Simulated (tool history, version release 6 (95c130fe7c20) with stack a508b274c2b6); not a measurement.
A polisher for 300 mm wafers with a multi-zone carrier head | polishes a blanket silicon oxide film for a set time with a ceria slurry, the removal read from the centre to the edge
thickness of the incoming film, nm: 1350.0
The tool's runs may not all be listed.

run,hour,flow of slurry (ml/min),pressure of the head's centre zone,pressure of the head's middle zone,pressure of the head's edge zone,polishing time (s),film removed at the wafer's centre (nm),film removed at mid-radius (nm),film removed at the wafer's edge (nm)
1,0.0,240,1.00,1.00,1.00,89,323.86,315.14,327.11
2,2.1,240,1.00,1.00,1.00,80,294.39,275.96,288.94
3,5.4,240,1.00,1.07,1.00,80,292.29,299.53,289.83
4,10.1,240,1.00,0.98,1.00,80,288.48,283.34,291.84
5,11.4,250,0.98,1.01,1.00,85,304.41,310.48,303.33
6,19.8,250,0.98,1.01,0.95,85,306.39,308.76,302.72
7,24.4,250,0.97,1.02,0.96,89,320.92,328.44,318.69

The next listed run, before its measurement:
8,29.3,275,0.94,1.12,1.06,110,?,?,?

{"run 8": {"film removed at the wafer's centre (nm)": 379.07, "film removed at mid-radius (nm)": 438.8, "film removed at the wafer's edge (nm)": 412.69}}
